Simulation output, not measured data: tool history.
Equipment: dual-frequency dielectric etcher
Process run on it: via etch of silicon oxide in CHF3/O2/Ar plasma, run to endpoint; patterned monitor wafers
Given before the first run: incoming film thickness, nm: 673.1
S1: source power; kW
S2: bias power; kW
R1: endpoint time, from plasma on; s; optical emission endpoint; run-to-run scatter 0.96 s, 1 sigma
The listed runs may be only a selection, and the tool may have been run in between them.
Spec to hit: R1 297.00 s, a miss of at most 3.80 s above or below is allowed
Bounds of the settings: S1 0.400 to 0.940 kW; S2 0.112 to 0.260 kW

| run | day | S1 | S2 | R1 |
|---|---|---|---|---|
| 1 | 0.000 | 0.670 | 0.186 | 312.07 |
| 2 | 0.175 | 0.690 | 0.186 | 309.18 |
| 3 | 0.388 | 0.710 | 0.186 | 302.20 |
| 4 | 0.725 | 0.820 | 0.186 | 280.52 |
| 5 | 1.075 | 0.820 | 0.216 | 269.77 |
| 6 | 1.279 | 0.790 | 0.215 | 275.27 |
| 7 | 1.562 | 0.770 | 0.214 | 278.98 |
| 8 | 1.921 | 0.750 | 0.214 | 282.50 |
| 9 | 2.096 | 0.730 | 0.214 | 288.28 |
| 10 | 2.179 | 0.720 | 0.214 | 289.35 |
| 11 | 2.450 | 0.710 | 0.214 | 290.87 |

5 candidate next runs follow, results not yet known. Just one meets every target within its allowed miss. Identify it.
| A | 2.721 | 0.670 | 0.204 | ? |
| B | 2.721 | 0.780 | 0.205 | ? |
| C | 2.721 | 0.730 | 0.189 | ? |
| D | 2.721 | 0.730 | 0.225 | ? |
| E | 2.721 | 0.710 | 0.215 | ? |

| move | R1 |
|---|---|
| A | 305.31 |
| B | 280.57 |
| C | 297.21 |
| D | 283.29 |
| E | 291.32 |
A: carries the result that was furthest off beyond its target, to the other side
B: lands further from the targets than the last run did
C: each result inside its tolerance
D: lands further from the targets than the last run did
E: closes in on the targets versus the last run, not all within tolerance yet
Move C is the one to make.
